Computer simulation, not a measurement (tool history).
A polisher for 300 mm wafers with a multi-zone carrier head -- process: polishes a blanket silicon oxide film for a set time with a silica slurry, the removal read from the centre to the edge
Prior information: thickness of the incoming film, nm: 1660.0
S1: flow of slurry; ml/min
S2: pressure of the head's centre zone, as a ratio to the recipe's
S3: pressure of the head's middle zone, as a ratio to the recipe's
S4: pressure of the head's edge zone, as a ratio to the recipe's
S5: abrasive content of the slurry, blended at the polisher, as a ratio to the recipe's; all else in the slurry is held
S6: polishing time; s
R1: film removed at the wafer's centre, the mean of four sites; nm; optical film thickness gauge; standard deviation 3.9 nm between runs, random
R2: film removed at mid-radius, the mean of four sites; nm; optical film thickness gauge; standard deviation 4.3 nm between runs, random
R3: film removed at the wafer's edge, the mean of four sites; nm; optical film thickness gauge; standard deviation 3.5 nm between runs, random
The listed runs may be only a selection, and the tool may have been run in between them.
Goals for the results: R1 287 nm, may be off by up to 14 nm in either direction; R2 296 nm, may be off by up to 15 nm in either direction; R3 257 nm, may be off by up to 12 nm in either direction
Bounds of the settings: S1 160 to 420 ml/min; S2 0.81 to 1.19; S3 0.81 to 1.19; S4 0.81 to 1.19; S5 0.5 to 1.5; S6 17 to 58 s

run	hour	S1	S2	S3	S4	S5	S6	R1	R2	R3
1	0	270	1	1	1	1	37	171.88	166.19	169.11
2	3.7	275	1.01	1.03	1	1.1	38	192.23	189.31	182.18
3	5.5	275	1.01	1.03	1	1	38	179.51	176.17	171.02
4	13.4	215	1.01	1.03	1	1	38	174.29	162.63	167.64
5	18.4	230	1.02	1.04	1.01	1.1	39	191.72	178.11	188.79
6	22.5	270	1.02	1.04	1.01	1.1	39	195.1	189.47	187.03
7	25.2	285	1.03	1.05	1.01	1.15	40	215.5	201.17	203.01
8	30.5	300	1.03	1.07	1	1.2	40	219.9	210.4	200.39
9	31.7	315	1.03	1.08	1.01	1.25	41	232.51	218.19	211.51
10	33.8	325	1.02	1.1	1	1.3	42	235.45	232.53	225.45
11	38.4	340	1.02	1.12	0.99	1.35	42	243.65	246.36	229.2
12	40.7	345	1.02	1.13	0.98	1.4	42	247.61	246.15	231.45

Pick the move, out of 4, that brings all results within their allowed miss; only one does.
A	43	295	1.15	1.11	1.03	1.35	37	?	?	?
B	43	420	1.01	1.14	0.88	1.2	52	?	?	?
C	43	210	0.85	0.87	1.18	1.5	45	?	?	?
D	43	275	1.05	0.9	1.06	1.5	45	?	?	?

move	R1	R2	R3
A	228.78	208.22	203.47
B	276.64	292.86	257.5
C	203.58	206.35	268.62
D	262.53	220	261.36
A: further off than the last run
B: hits every target within its allowed miss
C: further off than the last run
D: further off than the last run
Go with B: it meets all targets.
